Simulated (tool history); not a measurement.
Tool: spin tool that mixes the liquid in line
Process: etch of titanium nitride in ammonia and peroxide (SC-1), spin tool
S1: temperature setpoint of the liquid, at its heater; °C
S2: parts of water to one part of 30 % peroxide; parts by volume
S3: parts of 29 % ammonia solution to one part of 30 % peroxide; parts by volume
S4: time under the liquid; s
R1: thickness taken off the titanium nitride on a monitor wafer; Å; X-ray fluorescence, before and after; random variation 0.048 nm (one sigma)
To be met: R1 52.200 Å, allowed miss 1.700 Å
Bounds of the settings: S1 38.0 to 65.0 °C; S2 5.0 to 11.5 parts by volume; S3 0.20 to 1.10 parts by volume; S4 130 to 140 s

run,hour,S1,S2,S3,S4,R1
1,0.0,49.0,6.5,0.60,130,118.890
2,7.6,49.0,6.5,0.40,130,109.340
3,16.4,48.0,6.5,0.40,130,103.230
4,21.7,47.0,6.5,0.40,130,94.969
5,26.1,46.0,6.5,0.40,130,88.347
6,33.7,46.0,6.5,0.20,130,78.771
7,41.6,45.5,6.5,0.20,130,76.853
8,42.9,45.0,6.5,0.20,130,72.700

Which of these 5 next moves meets every target?
A,44.2,49.0,6.0,0.25,130,?
B,44.2,41.5,6.5,0.25,135,?
C,44.2,40.5,6.5,0.20,130,?
D,44.2,51.0,7.0,0.25,140,?
E,44.2,40.0,8.0,0.30,130,?

move,R1
A,104.360
B,60.777
C,52.196
D,119.560
E,48.705
A: further off than the last run
B: nearer than the last run, and not there yet
C: meets every target
D: further off than the last run
E: takes the result that was furthest off past its target
Answer: C
